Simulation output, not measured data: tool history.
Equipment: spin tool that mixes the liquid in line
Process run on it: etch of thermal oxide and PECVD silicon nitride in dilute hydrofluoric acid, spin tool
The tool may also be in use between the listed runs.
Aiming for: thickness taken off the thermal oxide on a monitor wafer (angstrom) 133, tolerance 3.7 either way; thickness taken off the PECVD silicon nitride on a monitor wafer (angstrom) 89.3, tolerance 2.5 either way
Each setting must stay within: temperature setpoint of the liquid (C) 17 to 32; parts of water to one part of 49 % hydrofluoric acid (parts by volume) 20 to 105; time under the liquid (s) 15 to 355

run	hour	temperature setpoint of the liquid (C)	parts of water to one part of 49 % hydrofluoric acid (parts by volume)	time under the liquid (s)	thickness taken off the thermal oxide on a monitor wafer (angstrom)	thickness taken off the PECVD silicon nitride on a monitor wafer (angstrom)
1	0	24	55	180	149.61	107.24
2	2	24	35	180	241.54	169.12
3	4.7	25.5	35	180	257.23	185.65
4	6.2	27	35	180	274.89	204.12
5	11.8	27	50	180	186.74	145.09
6	16.3	27	65	180	141.51	113.14
7	23.3	25.5	65	180	132.08	101.05
8	28.4	24.5	65	180	128.87	95.729
9	32.5	24	65	180	125.32	92.628
10	34.8	24	65	180	125.65	91.789

Exercise: of the 5 proposed moves below, exactly one satisfies all targets within the stated allowed misses. Which move is it?
A	37.1	26	70	170	?	?
B	37.1	26	45	110	?	?
C	37.1	21	65	215	?	?
D	37.1	28	80	170	?	?
E	37.1	27.5	80	190	?	?

move	thickness taken off the thermal oxide on a monitor wafer (angstrom)	thickness taken off the PECVD silicon nitride on a monitor wafer (angstrom)
A	119.28	91.091
B	124.26	91.05
C	133.35	88.57
D	111.37	90.891
E	122.07	98.357
A: lands further from the targets than the last run did
B: lands further from the targets than the last run did
C: in spec on every target
D: lands further from the targets than the last run did
E: lands further from the targets than the last run did
Answer: C
